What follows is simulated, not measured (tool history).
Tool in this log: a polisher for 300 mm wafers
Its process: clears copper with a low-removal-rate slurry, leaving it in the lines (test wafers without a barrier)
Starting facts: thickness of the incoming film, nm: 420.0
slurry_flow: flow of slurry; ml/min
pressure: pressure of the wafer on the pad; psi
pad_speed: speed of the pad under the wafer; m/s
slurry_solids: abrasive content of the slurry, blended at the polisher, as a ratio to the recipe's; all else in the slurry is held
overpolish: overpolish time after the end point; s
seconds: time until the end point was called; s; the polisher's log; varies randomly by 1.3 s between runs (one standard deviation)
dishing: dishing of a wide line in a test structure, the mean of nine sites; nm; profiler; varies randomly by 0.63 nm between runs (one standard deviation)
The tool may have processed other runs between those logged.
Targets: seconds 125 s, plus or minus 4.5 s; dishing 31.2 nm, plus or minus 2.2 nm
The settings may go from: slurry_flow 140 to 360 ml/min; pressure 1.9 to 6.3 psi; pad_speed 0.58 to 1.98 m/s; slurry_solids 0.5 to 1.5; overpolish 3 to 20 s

| run | hour | slurry_flow | pressure | pad_speed | slurry_solids | overpolish | seconds | dishing |
|---|---|---|---|---|---|---|---|---|
| 1 | 0 | 230 | 4.1 | 1.28 | 1 | 10 | 66.28 | 36.463 |
| 2 | 2.5 | 230 | 4.1 | 1.52 | 1 | 10 | 54.808 | 40.046 |
| 3 | 6 | 230 | 4.1 | 1.78 | 1 | 10 | 47.337 | 46.787 |
| 4 | 10.8 | 230 | 4.1 | 1.78 | 0.9 | 10 | 48.582 | 44.438 |
| 5 | 19.5 | 230 | 3.7 | 1.66 | 0.9 | 11 | 56.015 | 42.342 |
| 6 | 22.5 | 230 | 3.3 | 1.52 | 0.9 | 12 | 65.755 | 41.027 |
| 7 | 29.3 | 230 | 3 | 1.4 | 0.9 | 13 | 76.575 | 38.9 |
| 8 | 31.6 | 230 | 2.8 | 1.32 | 0.9 | 13 | 84.819 | 37.267 |
| 9 | 35.9 | 230 | 2.6 | 1.26 | 0.9 | 13 | 89.722 | 34.316 |
| 10 | 44.6 | 230 | 2.5 | 1.2 | 0.9 | 13 | 97.973 | 33.6 |
| 11 | 49.9 | 230 | 2.4 | 1.16 | 0.9 | 13 | 102.4 | 31.964 |

Consider the 5 candidate settings below. Which is the only one whose results all fall within their allowed miss of target?
| A | 55.2 | 190 | 2.4 | 1.08 | 0.85 | 12 | ? | ? |
| B | 55.2 | 230 | 2.3 | 0.98 | 1.15 | 16 | ? | ? |
| C | 55.2 | 245 | 2.4 | 0.86 | 1.25 | 12 | ? | ? |
| D | 55.2 | 235 | 2.3 | 0.96 | 0.95 | 15 | ? | ? |
| E | 55.2 | 235 | 1.9 | 1.14 | 1 | 12 | ? | ? |

| move | seconds | dishing |
|---|---|---|
| A | 114.82 | 28.006 |
| B | 115.67 | 34.26 |
| C | 124.35 | 26.349 |
| D | 124.66 | 31.05 |
| E | 114.74 | 27.842 |
A: nearer than the last run, and not there yet
B: nearer than the last run, and not there yet
C: corrects the largest miss of the last run, while another result sits out of spec
D: every result lands within tolerance
E: nearer than the last run, and not there yet
The move that meets every target is D.
